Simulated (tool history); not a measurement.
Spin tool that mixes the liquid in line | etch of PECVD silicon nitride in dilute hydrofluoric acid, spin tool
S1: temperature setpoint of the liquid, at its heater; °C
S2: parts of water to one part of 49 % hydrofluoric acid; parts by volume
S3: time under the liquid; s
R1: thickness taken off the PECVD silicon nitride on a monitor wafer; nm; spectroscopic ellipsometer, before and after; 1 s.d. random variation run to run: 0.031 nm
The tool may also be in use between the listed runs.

run	hour	S1	S2	S3	R1
1	0	22	80	270	5.179
2	4.7	22	80	290	5.7051
3	8.6	22	105	290	4.3171
4	12.3	22	105	290	4.3627
5	14	22	120	290	3.7794
6	21.3	22	120	290	3.7104
7	24	21.5	120	290	3.6017

Run 8, settings as shown, results not yet in. Your forecast:
8	29.4	21	120	290	?

{"run 8": {"R1": 3.5039}}
